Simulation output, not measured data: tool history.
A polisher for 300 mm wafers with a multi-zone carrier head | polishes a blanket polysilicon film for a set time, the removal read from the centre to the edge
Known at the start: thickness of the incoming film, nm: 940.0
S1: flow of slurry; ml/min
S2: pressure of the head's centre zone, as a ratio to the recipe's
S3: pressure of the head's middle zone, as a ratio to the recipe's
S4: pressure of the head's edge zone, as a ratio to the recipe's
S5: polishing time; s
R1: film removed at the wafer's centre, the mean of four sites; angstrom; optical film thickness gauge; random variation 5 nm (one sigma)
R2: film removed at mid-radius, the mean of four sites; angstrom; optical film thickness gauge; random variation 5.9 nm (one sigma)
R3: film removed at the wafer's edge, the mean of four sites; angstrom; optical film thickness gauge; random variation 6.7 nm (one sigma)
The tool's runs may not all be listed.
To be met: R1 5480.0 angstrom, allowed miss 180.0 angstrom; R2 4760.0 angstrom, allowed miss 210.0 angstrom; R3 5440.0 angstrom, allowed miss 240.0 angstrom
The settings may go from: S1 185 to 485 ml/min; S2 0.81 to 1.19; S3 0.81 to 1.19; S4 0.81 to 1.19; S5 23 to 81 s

Run 1, hour 0.0: S1 310 ml/min, S2 1.00, S3 1.00, S4 1.00, S5 52 s. Result: R1 3693.3 angstrom, R2 3602.5 angstrom, R3 3593.1 angstrom.
Run 2, hour 1.6: S1 310 ml/min, S2 1.01, S3 0.99, S4 1.03, S5 55 s. Result: R1 3926.8 angstrom, R2 3850.5 angstrom, R3 3992.8 angstrom.
Run 3, hour 9.0: S1 310 ml/min, S2 1.01, S3 0.99, S4 1.03, S5 45 s. Result: R1 3200.5 angstrom, R2 3132.4 angstrom, R3 3198.1 angstrom.
Run 4, hour 14.0: S1 310 ml/min, S2 1.01, S3 0.99, S4 0.98, S5 45 s. Result: R1 3239.9 angstrom, R2 3080.6 angstrom, R3 3154.7 angstrom.
Run 5, hour 18.7: S1 310 ml/min, S2 0.94, S3 0.99, S4 0.98, S5 45 s. Result: R1 3042.7 angstrom, R2 3075.7 angstrom, R3 3135.5 angstrom.
Run 6, hour 23.1: S1 380 ml/min, S2 0.94, S3 0.99, S4 0.98, S5 45 s. Result: R1 3046.4 angstrom, R2 3210.6 angstrom, R3 3220.3 angstrom.
At hour 27.3: slurry nozzle cleaned.
Run 7, hour 27.3: S1 380 ml/min, S2 0.97, S3 0.97, S4 1.00, S5 50 s. Result: R1 3638.3 angstrom, R2 3526.3 angstrom, R3 3668.0 angstrom.
Run 8, hour 31.0: S1 390 ml/min, S2 0.99, S3 0.96, S4 1.03, S5 53 s. Result: R1 3916.1 angstrom, R2 3718.7 angstrom, R3 3956.2 angstrom.
Run 9, hour 37.2: S1 390 ml/min, S2 0.99, S3 0.96, S4 1.03, S5 53 s. Result: R1 4002.6 angstrom, R2 3728.2 angstrom, R3 3961.9 angstrom.
Run 10, hour 46.1: S1 395 ml/min, S2 1.00, S3 0.96, S4 1.05, S5 55 s. Result: R1 4126.4 angstrom, R2 3892.3 angstrom, R3 4018.2 angstrom.
Run 11, hour 51.7: S1 385 ml/min, S2 1.00, S3 0.95, S4 1.05, S5 58 s. Result: R1 4295.7 angstrom, R2 4012.4 angstrom, R3 4223.5 angstrom.
Run 12, hour 54.3: S1 390 ml/min, S2 1.00, S3 0.94, S4 1.07, S5 60 s. Result: R1 4521.4 angstrom, R2 4237.4 angstrom, R3 4546.2 angstrom.
Run 13, hour 56.9: S1 395 ml/min, S2 1.01, S3 0.93, S4 1.08, S5 61 s. Result: R1 4647.9 angstrom, R2 4165.9 angstrom, R3 4575.5 angstrom.
Run 14, hour 63.8: S1 400 ml/min, S2 1.01, S3 0.93, S4 1.09, S5 63 s. Result: R1 4777.8 angstrom, R2 4244.4 angstrom, R3 4789.4 angstrom.
Run 15, hour 70.7: S1 405 ml/min, S2 1.02, S3 0.93, S4 1.10, S5 64 s. Result: R1 4929.7 angstrom, R2 4490.9 angstrom, R3 4767.6 angstrom.
Run 16, hour 77.8: S1 410 ml/min, S2 1.02, S3 0.92, S4 1.10, S5 65 s. Result: R1 5013.4 angstrom, R2 4514.5 angstrom, R3 4987.2 angstrom.
Run 17, hour 85.9: S1 415 ml/min, S2 1.02, S3 0.91, S4 1.10, S5 66 s. Result: R1 5067.3 angstrom, R2 4425.7 angstrom, R3 4974.8 angstrom.
Run 18, hour 92.1: S1 420 ml/min, S2 1.02, S3 0.91, S4 1.11, S5 67 s. Result: R1 5143.3 angstrom, R2 4481.4 angstrom, R3 5234.8 angstrom.
Run 19, hour 101.0: S1 425 ml/min, S2 1.02, S3 0.91, S4 1.11, S5 67 s. Result: R1 5192.1 angstrom, R2 4515.5 angstrom, R3 5089.2 angstrom.
Run 20, hour 102.1: S1 425 ml/min, S2 1.02, S3 0.91, S4 1.11, S5 67 s. Result: R1 5173.0 angstrom, R2 4520.2 angstrom, R3 5129.0 angstrom.
Run 21, hour 104.8: S1 425 ml/min, S2 1.02, S3 0.91, S4 1.11, S5 68 s. Result: R1 5245.9 angstrom, R2 4594.4 angstrom, R3 5233.0 angstrom.

Which of these 4 next moves meets every target?
Run A, hour 107.5: S1 485 ml/min, S2 0.99, S3 0.88, S4 1.03, S5 72 s. Result: R1 ?, R2 ?, R3 ?.
Run B, hour 107.5: S1 435 ml/min, S2 1.02, S3 0.83, S4 1.15, S5 75 s. Result: R1 ?, R2 ?, R3 ?.
Run C, hour 107.5: S1 370 ml/min, S2 1.14, S3 0.93, S4 1.18, S5 69 s. Result: R1 ?, R2 ?, R3 ?.
Run D, hour 107.5: S1 460 ml/min, S2 1.05, S3 0.97, S4 1.19, S5 63 s. Result: R1 ?, R2 ?, R3 ?.

move      R1      R2      R3
   A  5508.6  4724.4  5369.9
   B  5870.2  4659.1  5800.6
   C  5976.5  4657.1  5339.5
   D  5100.6  4467.6  4940.4
A: meets every target
B: takes the result that was furthest off past its target
C: takes the result that was furthest off past its target
D: further off than the last run
The right move is A.
